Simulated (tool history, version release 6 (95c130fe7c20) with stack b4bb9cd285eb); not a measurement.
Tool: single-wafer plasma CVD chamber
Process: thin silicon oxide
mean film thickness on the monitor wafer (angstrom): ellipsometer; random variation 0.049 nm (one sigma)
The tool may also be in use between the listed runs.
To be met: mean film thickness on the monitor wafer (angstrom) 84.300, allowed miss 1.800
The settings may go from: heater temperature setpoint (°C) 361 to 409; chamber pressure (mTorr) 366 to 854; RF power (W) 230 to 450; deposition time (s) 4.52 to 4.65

run  hour  heater temperature setpoint (°C)  chamber pressure (mTorr)  RF power (W)  deposition time (s)  mean film thickness on the monitor wafer (angstrom)
  1   0.0                               385                       610           340                 4.52                                               73.322
  2   2.5                               385                       621           340                 4.52                                               73.635
  3   8.7                               375                       621           340                 4.52                                               74.233
  4  15.5                               375                       631           340                 4.52                                               76.304
  5  16.2                               375                       631           340                 4.65                                               78.637
  6  24.4                               371                       631           340                 4.65                                               79.227
  7  25.2                               371                       636           340                 4.65                                               79.828
  8  32.1                               371                       640           340                 4.65                                               79.954
  9  39.3                               371                       644           340                 4.65                                               81.379
 10  44.5                               371                       647           340                 4.65                                               79.636
 11  49.9                               371                       653           340                 4.65                                               80.926
 12  55.4                               371                       653           340                 4.65                                               81.698
 13  61.6                               371                       656           340                 4.65                                               82.272
 14  65.8                               371                       658           340                 4.65                                               82.389

Which of these 4 next moves meets every target?
  A  70.0                               371                       636           350                 4.61                                                    ?
  B  70.0                               372                       660           345                 4.52                                                    ?
  C  70.0                               372                       641           360                 4.59                                                    ?
  D  70.0                               372                       673           340                 4.65                                                    ?

move  mean film thickness on the monitor wafer (angstrom)
   A                                               80.299
   B                                               80.978
   C                                               81.586
   D                                               84.280
A: further off than the last run
B: further off than the last run
C: further off than the last run
D: meets every target
Move D is the one to make.
